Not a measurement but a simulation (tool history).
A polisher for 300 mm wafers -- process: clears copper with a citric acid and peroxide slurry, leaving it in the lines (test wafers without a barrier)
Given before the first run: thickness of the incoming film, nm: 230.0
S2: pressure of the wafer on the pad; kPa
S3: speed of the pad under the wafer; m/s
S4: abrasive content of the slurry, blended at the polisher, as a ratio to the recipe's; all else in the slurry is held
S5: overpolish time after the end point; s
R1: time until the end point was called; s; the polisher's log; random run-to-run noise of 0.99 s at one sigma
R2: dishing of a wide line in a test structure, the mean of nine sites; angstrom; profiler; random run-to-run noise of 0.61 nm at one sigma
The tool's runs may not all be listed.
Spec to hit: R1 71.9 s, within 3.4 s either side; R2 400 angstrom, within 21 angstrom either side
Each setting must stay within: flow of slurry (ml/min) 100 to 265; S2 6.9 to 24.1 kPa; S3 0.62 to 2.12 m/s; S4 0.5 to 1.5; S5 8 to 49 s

{"run": 1, "hour": 0.0, "flow of slurry (ml/min)": 170, "S2": 15.2, "S3": 1.36, "S4": 1, "S5": 25, "R1": 95.846, "R2": 426.15}
{"run": 2, "hour": 1.7, "flow of slurry (ml/min)": 175, "S2": 16.5, "S3": 1.36, "S4": 1, "S5": 22, "R1": 87.478, "R2": 403.84}
{"run": 3, "hour": 5.5, "flow of slurry (ml/min)": 180, "S2": 17.2, "S3": 1.36, "S4": 1, "S5": 21, "R1": 87.067, "R2": 401.38}
{"run": 4, "hour": 14.3, "flow of slurry (ml/min)": 180, "S2": 18.6, "S3": 1.36, "S4": 1, "S5": 20, "R1": 79.788, "R2": 411.12}
{"run": 5, "hour": 17.4, "flow of slurry (ml/min)": 180, "S2": 15.2, "S3": 1.36, "S4": 1, "S5": 20, "R1": 94.818, "R2": 355.21}
{"run": 6, "hour": 23.5, "flow of slurry (ml/min)": 180, "S2": 15.2, "S3": 1.6, "S4": 1, "S5": 20, "R1": 80.48, "R2": 402.94}
{"run": 7, "hour": 26.0, "flow of slurry (ml/min)": 180, "S2": 15.9, "S3": 1.6, "S4": 1, "S5": 19, "R1": 77.948, "R2": 397.89}
{"run": 8, "hour": 29.4, "flow of slurry (ml/min)": 180, "S2": 16.5, "S3": 1.6, "S4": 1, "S5": 18, "R1": 76.214, "R2": 402.97}
{"run": 9, "hour": 35.7, "flow of slurry (ml/min)": 180, "S2": 16.5, "S3": 1.6, "S4": 1, "S5": 17, "R1": 74.279, "R2": 379.44}

Of the 5 settings listed for the next run, only one would bring every result within its allowed miss of target. Which one?
{"run": "A", "hour": 42.0, "flow of slurry (ml/min)": 235, "S2": 11, "S3": 1.92, "S4": 0.7, "S5": 18, "R1": "?", "R2": "?"}
{"run": "B", "hour": 42.0, "flow of slurry (ml/min)": 200, "S2": 15.2, "S3": 1.6, "S4": 1.25, "S5": 16, "R1": "?", "R2": "?"}
{"run": "C", "hour": 42.0, "flow of slurry (ml/min)": 175, "S2": 18.6, "S3": 1.64, "S4": 1, "S5": 14, "R1": "?", "R2": "?"}
{"run": "D", "hour": 42.0, "flow of slurry (ml/min)": 150, "S2": 19.3, "S3": 1.56, "S4": 0.95, "S5": 17, "R1": "?", "R2": "?"}
{"run": "E", "hour": 42.0, "flow of slurry (ml/min)": 170, "S2": 15.9, "S3": 1.6, "S4": 0.95, "S5": 18, "R1": "?", "R2": "?"}

move=A R1=85.292 R2=355.3
move=B R1=76.826 R2=355.48
move=C R1=68.247 R2=353.29
move=D R1=72.249 R2=394.34
move=E R1=79.702 R2=379.48
A: moves away from the targets compared with the last run
B: moves away from the targets compared with the last run
C: moves away from the targets compared with the last run
D: hits every target within its allowed miss
E: the furthest-off result lands on target, but another misses its tolerance
D meets every target.
